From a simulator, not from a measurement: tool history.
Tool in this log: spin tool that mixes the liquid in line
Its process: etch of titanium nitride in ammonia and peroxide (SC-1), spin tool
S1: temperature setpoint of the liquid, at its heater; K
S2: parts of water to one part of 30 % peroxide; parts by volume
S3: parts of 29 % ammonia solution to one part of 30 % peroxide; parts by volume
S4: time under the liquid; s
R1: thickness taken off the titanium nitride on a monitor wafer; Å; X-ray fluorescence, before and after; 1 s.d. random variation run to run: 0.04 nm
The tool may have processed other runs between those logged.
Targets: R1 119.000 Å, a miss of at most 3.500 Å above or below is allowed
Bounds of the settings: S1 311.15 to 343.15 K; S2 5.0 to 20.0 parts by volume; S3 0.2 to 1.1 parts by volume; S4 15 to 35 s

run,day,S1,S2,S3,S4,R1
1,0.000,327.15,11.0,0.6,35,34.791
2,0.358,327.15,11.0,0.7,35,35.884
3,0.717,332.65,10.0,0.7,35,54.401
4,0.946,332.65,13.5,0.7,35,46.402
5,0.992,332.65,13.5,0.7,35,46.657
6,1.250,332.65,10.0,0.7,35,54.361
7,1.521,336.15,9.5,0.7,35,70.163
8,1.629,338.65,9.0,0.7,35,84.128
9,1.967,340.15,8.5,0.7,35,95.770
10,2.104,341.15,8.5,0.7,35,102.570
11,2.333,341.65,8.5,0.7,35,105.200

Which single option among these 4 for the next run brings every result within its allowed miss of target? Just one does.
A,2.562,339.15,5.0,0.4,35,?
B,2.562,341.65,6.0,0.5,35,?
C,2.562,338.65,5.0,0.6,35,?
D,2.562,343.15,8.5,0.6,35,?

move,R1
A,105.990
B,117.900
C,109.320
D,112.260
A: moves toward the targets from the last run without getting all of them in spec
B: in spec on every target
C: moves toward the targets from the last run without getting all of them in spec
D: moves toward the targets from the last run without getting all of them in spec
B is the move that brings every result within its allowed miss.
